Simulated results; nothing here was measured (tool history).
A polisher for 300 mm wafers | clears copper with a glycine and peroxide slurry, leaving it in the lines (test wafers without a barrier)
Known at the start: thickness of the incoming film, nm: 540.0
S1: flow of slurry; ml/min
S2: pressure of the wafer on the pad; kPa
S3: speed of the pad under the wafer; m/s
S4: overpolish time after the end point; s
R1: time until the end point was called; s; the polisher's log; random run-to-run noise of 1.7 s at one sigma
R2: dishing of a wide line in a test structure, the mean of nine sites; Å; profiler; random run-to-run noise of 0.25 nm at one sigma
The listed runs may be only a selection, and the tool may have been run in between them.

run 1 day=0.000 | S1=215 S2=17.9 S3=1.26 S4=27 | R1=82.987 R2=398.41
run 2 day=0.162 | S1=215 S2=17.9 S3=1.40 S4=27 | R1=76.989 R2=410.05
run 3 day=0.525 | S1=215 S2=17.2 S3=1.18 S4=22 | R1=91.112 R2=383.68
run 4 day=0.833 | S1=215 S2=21.4 S3=1.18 S4=22 | R1=75.615 R2=399.12
run 5 day=0.862 | S1=215 S2=17.9 S3=1.16 S4=18 | R1=91.210 R2=359.49
run 6 day=1.029 | S1=195 S2=15.2 S3=1.20 S4=15 | R1=101.460 R2=330.49

Run 7, settings as shown, results not yet in. Your forecast:
run 7 day=1.342 | S1=180 S2=13.1 S3=1.22 S4=13 | R1=? R2=?

For run 7 the tool returned R1 117.030 s, R2 285.68 Å.
